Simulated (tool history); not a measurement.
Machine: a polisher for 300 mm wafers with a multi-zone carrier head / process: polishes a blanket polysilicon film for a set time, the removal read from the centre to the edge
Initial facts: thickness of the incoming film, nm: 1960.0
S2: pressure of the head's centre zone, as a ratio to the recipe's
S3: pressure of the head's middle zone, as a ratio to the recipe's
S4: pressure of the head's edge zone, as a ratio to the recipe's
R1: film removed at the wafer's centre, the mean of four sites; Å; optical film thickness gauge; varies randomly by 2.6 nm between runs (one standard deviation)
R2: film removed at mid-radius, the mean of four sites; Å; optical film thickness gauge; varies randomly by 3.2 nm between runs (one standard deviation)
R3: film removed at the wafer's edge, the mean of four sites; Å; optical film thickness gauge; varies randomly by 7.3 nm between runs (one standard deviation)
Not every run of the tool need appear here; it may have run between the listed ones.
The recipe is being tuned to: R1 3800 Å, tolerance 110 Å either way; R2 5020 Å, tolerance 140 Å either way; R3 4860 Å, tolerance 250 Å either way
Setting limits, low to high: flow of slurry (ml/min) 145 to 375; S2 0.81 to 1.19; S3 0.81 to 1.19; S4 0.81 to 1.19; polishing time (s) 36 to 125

Run 1, hour 0: flow of slurry (ml/min) 240, S2 1, S3 1, S4 1, polishing time (s) 80. Result: R1 4330.2 Å, R2 4442.7 Å, R3 4308.4 Å.
Run 2, hour 2.5: flow of slurry (ml/min) 235, S2 0.96, S3 1.03, S4 1.04, polishing time (s) 81. Result: R1 4122 Å, R2 4563 Å, R3 4448.3 Å.
Run 3, hour 5.9: flow of slurry (ml/min) 235, S2 1.04, S3 1.03, S4 1.04, polishing time (s) 81. Result: R1 4450.9 Å, R2 4554.5 Å, R3 4409.6 Å.
Run 4, hour 7.5: flow of slurry (ml/min) 235, S2 1.04, S3 1.03, S4 1.04, polishing time (s) 74. Result: R1 4063.1 Å, R2 4220.4 Å, R3 4082.9 Å.
Run 5, hour 15.8: flow of slurry (ml/min) 245, S2 1, S3 1.06, S4 1.08, polishing time (s) 76. Result: R1 4106 Å, R2 4410.2 Å, R3 4347.8 Å.
Run 6, hour 20.1: flow of slurry (ml/min) 245, S2 1, S3 1.06, S4 1.04, polishing time (s) 76. Result: R1 4108.5 Å, R2 4396.3 Å, R3 4257.6 Å.
Run 7, hour 26.9: flow of slurry (ml/min) 235, S2 0.96, S3 1.09, S4 1.06, polishing time (s) 78. Result: R1 4008.8 Å, R2 4603.5 Å, R3 4409.7 Å.
Run 8, hour 28.1: flow of slurry (ml/min) 235, S2 0.94, S3 1.12, S4 1.08, polishing time (s) 79. Result: R1 3962.3 Å, R2 4829.6 Å, R3 4268.2 Å.
Run 9, hour 35.4: flow of slurry (ml/min) 240, S2 0.9, S3 1.11, S4 1.11, polishing time (s) 81. Result: R1 3886.8 Å, R2 4886.2 Å, R3 4651.6 Å.

5 next moves are on the table. One of them brings every result within its allowed miss. Which?
Run A, hour 42.7: flow of slurry (ml/min) 260, S2 0.95, S3 1.11, S4 1.12, polishing time (s) 80. Result: R1 ?, R2 ?, R3 ?.
Run B, hour 42.7: flow of slurry (ml/min) 205, S2 0.84, S3 1.09, S4 1.12, polishing time (s) 86. Result: R1 ?, R2 ?, R3 ?.
Run C, hour 42.7: flow of slurry (ml/min) 235, S2 0.92, S3 1.18, S4 1.05, polishing time (s) 79. Result: R1 ?, R2 ?, R3 ?.
Run D, hour 42.7: flow of slurry (ml/min) 255, S2 0.84, S3 1.02, S4 1.19, polishing time (s) 79. Result: R1 ?, R2 ?, R3 ?.
Run E, hour 42.7: flow of slurry (ml/min) 245, S2 0.95, S3 1.17, S4 1.04, polishing time (s) 77. Result: R1 ?, R2 ?, R3 ?.

move      R1      R2      R3
   A  4166.2  4876.1  4583.8
   B  3834.3  5021.1  4826.2
   C  3935.8  5020.2  4340.9
   D  3623.2  4473.2    4669
   E  3982.9  4879.7  4226.8
A: moves away from the targets compared with the last run
B: all results land within tolerance of their targets
C: meets the target for the result that was furthest off, but another lies outside its allowed miss
D: moves away from the targets compared with the last run
E: moves away from the targets compared with the last run
Go with B: it meets all targets.
